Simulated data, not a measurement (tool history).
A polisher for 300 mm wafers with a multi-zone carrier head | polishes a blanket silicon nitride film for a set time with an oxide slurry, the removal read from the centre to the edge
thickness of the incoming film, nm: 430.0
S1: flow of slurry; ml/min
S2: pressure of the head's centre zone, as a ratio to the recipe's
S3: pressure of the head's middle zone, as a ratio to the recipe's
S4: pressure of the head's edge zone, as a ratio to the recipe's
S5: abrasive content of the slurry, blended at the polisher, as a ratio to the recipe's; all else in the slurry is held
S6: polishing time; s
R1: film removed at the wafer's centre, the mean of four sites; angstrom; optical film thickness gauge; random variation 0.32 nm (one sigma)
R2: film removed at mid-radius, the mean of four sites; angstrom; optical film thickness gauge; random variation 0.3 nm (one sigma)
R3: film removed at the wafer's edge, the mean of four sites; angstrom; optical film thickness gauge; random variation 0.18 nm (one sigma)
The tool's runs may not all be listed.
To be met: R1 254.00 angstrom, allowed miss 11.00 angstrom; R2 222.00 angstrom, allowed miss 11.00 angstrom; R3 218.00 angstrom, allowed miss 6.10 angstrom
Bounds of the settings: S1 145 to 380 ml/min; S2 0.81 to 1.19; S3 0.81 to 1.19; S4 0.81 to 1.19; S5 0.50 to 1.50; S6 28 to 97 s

{"run": 1, "day": 0.0, "S1": 245, "S2": 1.0, "S3": 1.0, "S4": 1.0, "S5": 1.0, "S6": 62, "R1": 324.21, "R2": 337.59, "R3": 320.29}
{"run": 2, "day": 0.358, "S1": 245, "S2": 1.0, "S3": 1.0, "S4": 1.0, "S5": 0.9, "S6": 62, "R1": 312.82, "R2": 330.56, "R3": 312.56}
{"run": 3, "day": 0.496, "S1": 245, "S2": 1.0, "S3": 1.0, "S4": 1.0, "S5": 0.9, "S6": 54, "R1": 268.91, "R2": 273.84, "R3": 273.87}
{"run": 4, "day": 0.758, "S1": 245, "S2": 0.94, "S3": 1.0, "S4": 1.0, "S5": 0.9, "S6": 54, "R1": 255.21, "R2": 287.88, "R3": 273.15}
{"run": 5, "day": 1.108, "S1": 245, "S2": 0.99, "S3": 0.99, "S4": 0.94, "S5": 0.8, "S6": 54, "R1": 256.6, "R2": 271.08, "R3": 253.56}
{"run": 6, "day": 1.304, "S1": 245, "S2": 0.91, "S3": 0.99, "S4": 0.94, "S5": 0.8, "S6": 54, "R1": 238.2, "R2": 268.42, "R3": 249.3}
{"run": 7, "day": 1.671, "S1": 240, "S2": 0.96, "S3": 0.95, "S4": 0.9, "S5": 0.75, "S6": 54, "R1": 242.95, "R2": 255.35, "R3": 242.9}
{"run": 8, "day": 1.771, "S1": 240, "S2": 1.01, "S3": 0.93, "S4": 0.87, "S5": 0.7, "S6": 54, "R1": 245.79, "R2": 240.68, "R3": 231.84}
{"run": 9, "day": 1.992, "S1": 235, "S2": 1.04, "S3": 0.92, "S4": 0.85, "S5": 0.7, "S6": 54, "R1": 257.62, "R2": 241.92, "R3": 227.82}
{"run": 10, "day": 2.338, "S1": 230, "S2": 1.04, "S3": 0.9, "S4": 0.84, "S5": 0.7, "S6": 54, "R1": 254.96, "R2": 233.7, "R3": 227.04}

Which of these 5 next moves meets every target?
{"run": "A", "day": 2.683, "S1": 200, "S2": 1.09, "S3": 1.01, "S4": 0.81, "S5": 0.65, "S6": 53, "R1": "?", "R2": "?", "R3": "?"}
{"run": "B", "day": 2.683, "S1": 215, "S2": 1.0, "S3": 0.94, "S4": 0.81, "S5": 0.55, "S6": 59, "R1": "?", "R2": "?", "R3": "?"}
{"run": "C", "day": 2.683, "S1": 215, "S2": 1.09, "S3": 0.89, "S4": 0.83, "S5": 0.7, "S6": 52, "R1": "?", "R2": "?", "R3": "?"}
{"run": "D", "day": 2.683, "S1": 295, "S2": 1.03, "S3": 1.0, "S4": 0.84, "S5": 0.6, "S6": 54, "R1": "?", "R2": "?", "R3": "?"}
{"run": "E", "day": 2.683, "S1": 205, "S2": 1.07, "S3": 0.87, "S4": 0.89, "S5": 1.0, "S6": 49, "R1": "?", "R2": "?", "R3": "?"}

move=A R1=247.88 R2=240.20 R3=208.92
move=B R1=240.69 R2=239.48 R3=220.72
move=C R1=252.97 R2=220.39 R3=214.81
move=D R1=245.20 R2=248.13 R3=217.87
move=E R1=264.02 R2=230.25 R3=235.53
A: takes the result that was furthest off past its target
B: brings the result that was furthest off to its target, and leaves another outside
C: meets every target
D: brings the result that was furthest off to its target, and leaves another outside
E: further off than the last run
Move C is the one to make.
